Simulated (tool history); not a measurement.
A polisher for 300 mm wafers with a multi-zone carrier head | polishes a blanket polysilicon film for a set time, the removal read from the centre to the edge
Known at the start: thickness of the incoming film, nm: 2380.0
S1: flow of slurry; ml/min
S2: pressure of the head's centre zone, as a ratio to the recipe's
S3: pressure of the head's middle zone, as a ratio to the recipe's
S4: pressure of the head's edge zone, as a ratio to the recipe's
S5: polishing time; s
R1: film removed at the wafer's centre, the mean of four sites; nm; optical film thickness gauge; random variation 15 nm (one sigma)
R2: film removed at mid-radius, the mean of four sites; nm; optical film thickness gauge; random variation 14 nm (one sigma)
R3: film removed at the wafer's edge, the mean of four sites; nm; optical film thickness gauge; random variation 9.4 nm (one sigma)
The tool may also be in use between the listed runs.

run,day,S1,S2,S3,S4,S5,R1,R2,R3
1,0.000,190,1.00,1.00,1.00,66,748.43,763.22,754.70
2,0.279,220,1.00,1.00,1.00,66,769.16,776.79,752.88
3,0.629,220,1.00,0.94,1.00,66,772.43,733.64,749.83
4,0.925,250,1.00,0.94,1.00,66,790.94,738.68,771.08
5,1.029,250,1.03,0.96,1.00,68,835.07,765.47,800.78
# day 1.329: worn pad replaced by a new one
6,1.329,250,1.03,0.96,1.00,83,1128.50,1038.40,1073.80
7,1.479,245,1.04,0.96,0.97,83,1093.30,1023.60,1070.90
8,1.550,255,1.07,1.00,1.00,81,1122.40,1072.90,1046.20
9,1.929,260,1.09,1.00,1.00,80,1127.60,1064.30,1045.90

Forecast run 10:
10,2.121,265,1.11,1.00,1.00,79,?,?,?

R1: 1131.00 nm
R2: 1033.40 nm
R3: 1037.30 nm
